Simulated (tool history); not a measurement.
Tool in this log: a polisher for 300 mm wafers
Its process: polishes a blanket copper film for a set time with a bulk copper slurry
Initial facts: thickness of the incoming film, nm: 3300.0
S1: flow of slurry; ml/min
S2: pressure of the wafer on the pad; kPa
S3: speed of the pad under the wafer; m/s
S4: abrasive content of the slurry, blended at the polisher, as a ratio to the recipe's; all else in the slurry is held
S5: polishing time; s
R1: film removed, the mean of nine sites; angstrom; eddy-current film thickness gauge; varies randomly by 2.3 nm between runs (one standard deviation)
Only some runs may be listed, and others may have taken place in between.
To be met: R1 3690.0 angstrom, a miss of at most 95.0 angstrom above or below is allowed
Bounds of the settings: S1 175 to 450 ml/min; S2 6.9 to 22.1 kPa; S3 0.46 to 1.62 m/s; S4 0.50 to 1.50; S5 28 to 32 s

Run 1, hour 0.0: S1 290 ml/min, S2 14.5 kPa, S3 1.04 m/s, S4 1.00, S5 32 s. Result: R1 2173.9 angstrom.
Run 2, hour 1.9: S1 290 ml/min, S2 15.9 kPa, S3 1.04 m/s, S4 1.00, S5 32 s. Result: R1 2377.1 angstrom.
Run 3, hour 3.4: S1 290 ml/min, S2 13.1 kPa, S3 1.04 m/s, S4 1.00, S5 32 s. Result: R1 1972.4 angstrom.
Run 4, hour 6.8: S1 290 ml/min, S2 13.1 kPa, S3 1.04 m/s, S4 1.00, S5 32 s. Result: R1 1978.2 angstrom.
Run 5, hour 9.6: S1 290 ml/min, S2 13.1 kPa, S3 1.04 m/s, S4 1.15, S5 32 s. Result: R1 2068.2 angstrom.
Run 6, hour 14.1: S1 255 ml/min, S2 13.1 kPa, S3 1.04 m/s, S4 1.15, S5 32 s. Result: R1 2045.8 angstrom.
Run 7, hour 19.3: S1 255 ml/min, S2 14.5 kPa, S3 1.04 m/s, S4 1.15, S5 32 s. Result: R1 2236.1 angstrom.
Run 8, hour 20.7: S1 255 ml/min, S2 15.9 kPa, S3 1.04 m/s, S4 1.15, S5 32 s. Result: R1 2465.3 angstrom.
Run 9, hour 26.7: S1 255 ml/min, S2 16.5 kPa, S3 1.04 m/s, S4 1.15, S5 32 s. Result: R1 2556.0 angstrom.
Run 10, hour 28.5: S1 255 ml/min, S2 17.2 kPa, S3 1.04 m/s, S4 1.15, S5 32 s. Result: R1 2658.0 angstrom.

Consider the 4 candidate settings below. Which is the only one whose results all fall within their allowed miss of target?
Run A, hour 30.3: S1 290 ml/min, S2 14.5 kPa, S3 0.92 m/s, S4 1.20, S5 28 s. Result: R1 ?.
Run B, hour 30.3: S1 205 ml/min, S2 15.9 kPa, S3 0.94 m/s, S4 0.95, S5 28 s. Result: R1 ?.
Run C, hour 30.3: S1 275 ml/min, S2 15.9 kPa, S3 1.60 m/s, S4 0.95, S5 31 s. Result: R1 ?.
Run D, hour 30.3: S1 295 ml/min, S2 21.4 kPa, S3 1.14 m/s, S4 1.30, S5 32 s. Result: R1 ?.

move      R1
   A  1764.1
   B  1797.6
   C  3411.5
   D  3713.7
A: misses by more than the last run did
B: misses by more than the last run did
C: moves toward the targets from the last run without getting all of them in spec
D: each result inside its tolerance
D meets every target.
